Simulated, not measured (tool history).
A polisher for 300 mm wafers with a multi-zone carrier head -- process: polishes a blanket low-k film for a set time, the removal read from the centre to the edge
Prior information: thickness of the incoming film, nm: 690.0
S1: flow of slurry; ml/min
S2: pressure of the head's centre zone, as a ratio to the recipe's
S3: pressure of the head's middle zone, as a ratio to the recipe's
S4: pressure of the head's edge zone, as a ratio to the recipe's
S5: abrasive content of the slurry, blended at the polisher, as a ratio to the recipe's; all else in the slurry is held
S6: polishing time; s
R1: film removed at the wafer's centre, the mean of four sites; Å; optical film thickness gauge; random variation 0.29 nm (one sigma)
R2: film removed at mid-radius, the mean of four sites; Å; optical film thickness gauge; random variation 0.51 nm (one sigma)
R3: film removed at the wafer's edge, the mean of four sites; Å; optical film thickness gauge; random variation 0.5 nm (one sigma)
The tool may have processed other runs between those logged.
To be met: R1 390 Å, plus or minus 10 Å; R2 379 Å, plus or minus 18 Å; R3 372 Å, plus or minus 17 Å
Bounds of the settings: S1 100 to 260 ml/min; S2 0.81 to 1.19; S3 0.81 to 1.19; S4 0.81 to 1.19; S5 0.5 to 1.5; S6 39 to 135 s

run	hour	S1	S2	S3	S4	S5	S6	R1	R2	R3
1	0	165	1	1	1	1	87	266.43	292.17	295.89
2	0.6	165	0.96	1	1	1	87	253.15	293.9	295.93
3	4.9	170	0.98	1.01	1.01	1.05	87	265.71	304.96	295.16
4	10.1	170	0.93	1.01	1.01	1.05	87	246.51	301.58	311.95
5	10.7	175	0.95	1.01	1.02	1.1	87	265.77	306.67	313.87
6	11.9	175	0.96	1.01	1.03	1.15	87	270.38	318.14	320.93
7	12.7	180	0.97	1.01	1.04	1.2	87	279.04	310.24	322.4
8	16.4	180	0.98	1.02	1.04	1.25	88	286.03	331.46	324.87
9	18.3	185	0.99	1.02	1.05	1.3	89	302.7	341.84	346
10	26.2	190	1	1.02	1.05	1.3	89	300.37	343.83	356.15
11	31	190	1.02	1.02	1.04	1.3	89	310.87	344.08	338.81
12	35.9	190	1.02	1.02	1.04	1.3	89	310.48	349.17	342.57
13	41.1	195	1.03	1.02	1.04	1.3	89	314.14	341.48	341.58
14	43.6	195	1.04	1.02	1.05	1.3	89	315.69	344.31	351.09
15	48.3	200	1.05	1.02	1.05	1.3	89	318.52	342.18	344.04
16	52.5	200	1.06	1.02	1.05	1.3	89	327.12	336.77	344.14
17	56.9	245	1.15	1.1	1.09	1.4	89	373.33	380.58	370.54

Exercise: of the 4 proposed moves below, exactly one satisfies all targets within the stated allowed misses. Which move is it?
A	61.3	240	1.05	1.15	1.01	1.3	92	?	?	?
B	61.3	250	1.14	1.1	1.17	1.4	85	?	?	?
C	61.3	260	1.11	1.14	1.14	1.1	97	?	?	?
D	61.3	210	1.16	1.06	1.05	1.4	93	?	?	?

move	R1	R2	R3
A	339.73	415.18	357.95
B	351.96	380.52	367.11
C	358.8	410.76	378.53
D	383.83	396.04	375.23
A: the biggest miss grows against the last run
B: the biggest miss grows against the last run
C: the biggest miss grows against the last run
D: every result lands within tolerance
Move D is the one to make.
